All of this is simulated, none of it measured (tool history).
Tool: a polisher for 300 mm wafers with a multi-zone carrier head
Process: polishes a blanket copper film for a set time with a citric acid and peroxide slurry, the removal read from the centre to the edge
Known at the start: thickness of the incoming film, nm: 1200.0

run,hour,flow of slurry (ml/min),pressure of the head's centre zone,pressure of the head's middle zone,pressure of the head's edge zone,abrasive content of the slurry,polishing time (s),film removed at the wafer's centre (nm),film removed at mid-radius (nm),film removed at the wafer's edge (nm)
1,0.0,240,1.00,1.00,1.00,1.00,88,210.28,190.89,196.77
2,3.0,240,1.00,1.00,1.00,1.15,88,214.81,197.20,206.62
3,8.5,240,1.00,1.00,1.00,1.35,88,221.79,207.79,211.80
4,14.1,240,1.00,1.00,1.00,1.20,88,213.85,204.20,208.31
5,17.6,245,1.01,0.99,1.02,1.25,89,221.01,208.12,214.46
6,18.4,245,1.02,0.97,1.04,1.30,90,233.92,209.34,217.90
7,24.6,245,1.01,0.95,1.05,1.30,92,230.84,207.15,226.85
8,27.6,250,1.01,0.94,1.06,1.30,93,244.06,211.25,231.14

The next listed run, before its measurement:
9,31.0,260,0.93,0.89,1.16,1.50,102,?,?,?

{"run 9": {"film removed at the wafer's centre (nm)": 250.84, "film removed at mid-radius (nm)": 226.35, "film removed at the wafer's edge (nm)": 276.67}}
